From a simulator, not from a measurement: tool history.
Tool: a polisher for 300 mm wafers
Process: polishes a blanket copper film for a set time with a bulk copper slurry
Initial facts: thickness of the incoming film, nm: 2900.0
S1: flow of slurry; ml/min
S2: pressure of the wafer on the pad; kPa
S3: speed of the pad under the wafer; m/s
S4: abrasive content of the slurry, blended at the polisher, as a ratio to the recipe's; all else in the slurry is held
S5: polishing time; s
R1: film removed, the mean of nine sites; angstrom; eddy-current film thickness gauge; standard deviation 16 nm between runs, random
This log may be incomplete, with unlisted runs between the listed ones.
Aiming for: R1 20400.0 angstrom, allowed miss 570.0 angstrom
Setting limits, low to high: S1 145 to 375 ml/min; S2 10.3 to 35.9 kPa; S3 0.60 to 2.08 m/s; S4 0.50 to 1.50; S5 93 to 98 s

run,hour,S1,S2,S3,S4,S5,R1
1,0.0,240,22.8,1.34,1.00,93,9766.6
2,2.4,240,26.2,1.34,1.00,93,11084.0
3,4.5,240,26.2,1.02,1.00,93,8929.8
4,13.3,240,26.2,1.02,0.80,93,8410.7
5,17.3,240,26.2,1.18,0.80,93,9425.0
6,24.1,240,27.6,1.26,0.80,93,10511.0
7,32.0,240,29.0,1.32,0.80,93,11248.0
8,36.9,240,29.0,1.32,0.80,93,11135.0
9,41.3,260,35.9,1.68,0.85,93,17062.0
10,49.3,260,35.9,1.72,0.85,93,17124.0

Which single option among these 4 for the next run brings every result within its allowed miss of target? Just one does.
A,57.3,235,29.6,1.54,0.80,93,?
B,57.3,240,33.8,1.92,0.85,95,?
C,57.3,230,35.9,1.94,1.00,97,?
D,57.3,250,27.6,1.50,1.10,93,?

move,R1
A,12864.0
B,18075.0
C,20369.0
D,12936.0
A: the biggest miss grows against the last run
B: gains on the last run, yet a result remains outside its allowed miss
C: meets every target
D: the biggest miss grows against the last run
Go with C: it meets all targets.

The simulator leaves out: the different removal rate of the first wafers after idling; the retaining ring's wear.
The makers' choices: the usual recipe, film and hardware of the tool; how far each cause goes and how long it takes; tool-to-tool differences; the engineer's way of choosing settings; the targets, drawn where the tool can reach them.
